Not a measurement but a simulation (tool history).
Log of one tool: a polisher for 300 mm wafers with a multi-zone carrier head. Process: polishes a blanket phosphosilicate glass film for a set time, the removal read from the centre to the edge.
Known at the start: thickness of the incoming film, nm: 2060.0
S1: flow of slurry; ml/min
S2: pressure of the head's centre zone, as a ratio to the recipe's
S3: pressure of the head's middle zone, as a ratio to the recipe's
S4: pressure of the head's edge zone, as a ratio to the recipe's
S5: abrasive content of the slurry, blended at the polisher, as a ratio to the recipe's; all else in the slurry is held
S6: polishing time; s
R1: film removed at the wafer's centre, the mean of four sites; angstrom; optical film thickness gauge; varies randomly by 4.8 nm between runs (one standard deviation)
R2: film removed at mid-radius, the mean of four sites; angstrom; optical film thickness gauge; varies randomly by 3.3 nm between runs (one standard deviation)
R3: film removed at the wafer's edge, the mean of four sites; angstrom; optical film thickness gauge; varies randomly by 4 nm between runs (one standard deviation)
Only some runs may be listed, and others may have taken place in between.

Run 1, day 0.000: S1 230 ml/min, S2 1.00, S3 1.00, S4 1.00, S5 1.00, S6 58 s. Result: R1 5878.1 angstrom, R2 5925.4 angstrom, R3 5974.1 angstrom.
Run 2, day 0.279: S1 220 ml/min, S2 1.01, S3 0.98, S4 0.99, S5 1.00, S6 58 s. Result: R1 5862.1 angstrom, R2 5765.4 angstrom, R3 5928.9 angstrom.
Run 3, day 0.579: S1 220 ml/min, S2 1.01, S3 0.98, S4 0.99, S5 1.00, S6 66 s. Result: R1 6577.9 angstrom, R2 6563.3 angstrom, R3 6707.7 angstrom.
Run 4, day 0.808: S1 215 ml/min, S2 1.01, S3 0.96, S4 0.97, S5 0.95, S6 66 s. Result: R1 6498.4 angstrom, R2 6272.9 angstrom, R3 6495.9 angstrom.
Run 5, day 1.117: S1 215 ml/min, S2 1.01, S3 0.96, S4 0.91, S5 0.95, S6 66 s. Result: R1 6396.5 angstrom, R2 6279.6 angstrom, R3 6348.4 angstrom.
Run 6, day 1.271: S1 210 ml/min, S2 1.01, S3 0.94, S4 0.90, S5 0.90, S6 66 s. Result: R1 6204.6 angstrom, R2 6017.1 angstrom, R3 6110.2 angstrom.
Run 7, day 1.625: S1 205 ml/min, S2 1.01, S3 0.92, S4 0.89, S5 0.90, S6 66 s. Result: R1 6278.1 angstrom, R2 5863.7 angstrom, R3 6092.9 angstrom.
Run 8, day 1.967: S1 200 ml/min, S2 1.01, S3 0.90, S4 0.88, S5 0.90, S6 66 s. Result: R1 6099.9 angstrom, R2 5777.2 angstrom, R3 6064.4 angstrom.
Run 9, day 2.183: S1 195 ml/min, S2 1.02, S3 0.89, S4 0.87, S5 0.90, S6 66 s. Result: R1 6287.1 angstrom, R2 5588.0 angstrom, R3 5957.6 angstrom.
Run 10, day 2.275: S1 190 ml/min, S2 1.02, S3 0.88, S4 0.86, S5 0.90, S6 66 s. Result: R1 6177.5 angstrom, R2 5581.2 angstrom, R3 5895.2 angstrom.
Run 11, day 2.450: S1 185 ml/min, S2 1.02, S3 0.87, S4 0.86, S5 0.90, S6 66 s. Result: R1 6122.6 angstrom, R2 5510.9 angstrom, R3 5930.4 angstrom.
Run 12, day 2.654: S1 180 ml/min, S2 1.02, S3 0.86, S4 0.85, S5 0.90, S6 66 s. Result: R1 6001.3 angstrom, R2 5429.4 angstrom, R3 5802.2 angstrom.
Run 13, day 2.888: S1 180 ml/min, S2 1.02, S3 0.86, S4 0.85, S5 0.90, S6 66 s. Result: R1 6099.6 angstrom, R2 5392.8 angstrom, R3 5888.7 angstrom.
Run 14, day 2.992: S1 180 ml/min, S2 1.02, S3 0.85, S4 0.84, S5 0.90, S6 66 s. Result: R1 6057.4 angstrom, R2 5354.1 angstrom, R3 5814.1 angstrom.
Run 15, day 3.204: S1 155 ml/min, S2 1.03, S3 0.81, S4 0.82, S5 0.80, S6 66 s. Result: R1 5590.7 angstrom, R2 4735.8 angstrom, R3 5265.1 angstrom.
Run 16, day 3.562: S1 160 ml/min, S2 1.03, S3 0.81, S4 0.82, S5 0.80, S6 66 s. Result: R1 5584.7 angstrom, R2 4769.4 angstrom, R3 5377.4 angstrom.

For run 17, what comes out?
Run 17, day 3.588: S1 165 ml/min, S2 1.03, S3 0.81, S4 0.82, S5 0.80, S6 66 s. Result: R1 ?, R2 ?, R3 ?.

{"run 17": {"R1": 5680.9, "R2": 4861.0, "R3": 5458.9}}
